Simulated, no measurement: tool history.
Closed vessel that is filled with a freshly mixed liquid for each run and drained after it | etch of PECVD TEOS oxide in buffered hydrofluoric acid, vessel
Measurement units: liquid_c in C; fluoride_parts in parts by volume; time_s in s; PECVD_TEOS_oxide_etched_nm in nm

run	hour	liquid_c	fluoride_parts	time_s	PECVD_TEOS_oxide_etched_nm
1	0.0	22.0	16.0	95	115.72
2	7.7	23.5	14.5	95	138.76
3	9.9	23.5	19.0	95	108.27
4	17.3	24.5	16.5	95	128.71
5	19.1	25.5	14.5	95	154.72
6	22.7	25.5	13.0	95	171.40
7	25.6	26.5	12.0	95	196.18

For run 8, what comes out?
8	33.8	27.0	11.5	95	?

Logged for run 8: PECVD_TEOS_oxide_etched_nm 209.63 nm.

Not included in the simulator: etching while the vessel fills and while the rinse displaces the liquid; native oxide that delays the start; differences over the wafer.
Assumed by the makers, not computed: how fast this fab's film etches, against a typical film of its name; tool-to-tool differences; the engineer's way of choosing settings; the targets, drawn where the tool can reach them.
